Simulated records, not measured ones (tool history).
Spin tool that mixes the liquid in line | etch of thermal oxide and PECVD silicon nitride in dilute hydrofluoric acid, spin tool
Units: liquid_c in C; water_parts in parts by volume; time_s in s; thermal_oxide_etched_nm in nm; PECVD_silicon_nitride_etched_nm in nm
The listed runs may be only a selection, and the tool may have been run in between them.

run,day,liquid_c,water_parts,time_s,thermal_oxide_etched_nm,PECVD_silicon_nitride_etched_nm
1,0.000,25.0,180,180,4.3039,5.2600
2,0.154,24.0,145,170,5.0958,5.7767
3,0.333,24.0,145,125,3.7015,4.2314
4,0.367,23.5,120,130,4.7230,5.1926
5,0.733,23.0,100,130,5.7034,5.9520
6,0.800,22.5,85,125,6.4531,6.4339
7,0.875,22.0,80,125,6.7248,6.6914

Run 8 has not been measured yet. What should we expect?
8,0.975,21.5,75,125,?,?

thermal_oxide_etched_nm: 7.0639 nm
PECVD_silicon_nitride_etched_nm: 6.8988 nm
